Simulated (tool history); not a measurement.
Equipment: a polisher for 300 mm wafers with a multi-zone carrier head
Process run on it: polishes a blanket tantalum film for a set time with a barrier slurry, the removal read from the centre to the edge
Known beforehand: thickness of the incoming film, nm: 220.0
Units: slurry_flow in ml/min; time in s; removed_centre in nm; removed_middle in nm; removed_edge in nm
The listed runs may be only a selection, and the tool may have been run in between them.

{"run": 1, "day": 0.0, "slurry_flow": 255, "centre_zone": 1.0, "middle_zone": 1.0, "edge_zone": 1.0, "slurry_solids": 1.0, "time": 34, "removed_centre": 60.401, "removed_middle": 62.499, "removed_edge": 61.369}
{"run": 2, "day": 0.042, "slurry_flow": 215, "centre_zone": 1.0, "middle_zone": 1.0, "edge_zone": 1.0, "slurry_solids": 1.0, "time": 34, "removed_centre": 58.961, "removed_middle": 60.758, "removed_edge": 60.253}
{"run": 3, "day": 0.342, "slurry_flow": 215, "centre_zone": 1.0, "middle_zone": 1.0, "edge_zone": 1.0, "slurry_solids": 0.9, "time": 34, "removed_centre": 56.861, "removed_middle": 58.587, "removed_edge": 58.309}
{"run": 4, "day": 0.571, "slurry_flow": 215, "centre_zone": 1.0, "middle_zone": 1.08, "edge_zone": 1.0, "slurry_solids": 0.9, "time": 34, "removed_centre": 56.95, "removed_middle": 63.021, "removed_edge": 58.442}
{"run": 5, "day": 0.838, "slurry_flow": 230, "centre_zone": 0.99, "middle_zone": 1.09, "edge_zone": 1.04, "slurry_solids": 1.05, "time": 35, "removed_centre": 61.164, "removed_middle": 69.203, "removed_edge": 64.156}
{"run": 6, "day": 1.067, "slurry_flow": 240, "centre_zone": 0.98, "middle_zone": 1.09, "edge_zone": 1.07, "slurry_solids": 1.15, "time": 36, "removed_centre": 64.258, "removed_middle": 73.543, "removed_edge": 68.4}
{"day": 1.108, "done": "worn pad replaced by a new one"}
{"run": 7, "day": 1.108, "slurry_flow": 250, "centre_zone": 0.97, "middle_zone": 1.09, "edge_zone": 1.09, "slurry_solids": 1.25, "time": 37, "removed_centre": 74.56, "removed_middle": 84.551, "removed_edge": 81.413}

Run 8 comes next. What will it give?
{"run": 8, "day": 1.458, "slurry_flow": 275, "centre_zone": 0.96, "middle_zone": 1.1, "edge_zone": 1.1, "slurry_solids": 1.25, "time": 37, "removed_centre": "?", "removed_middle": "?", "removed_edge": "?"}

Run 8 yielded removed_centre 74.366 nm, removed_middle 86.286 nm, removed_edge 82.906 nm.
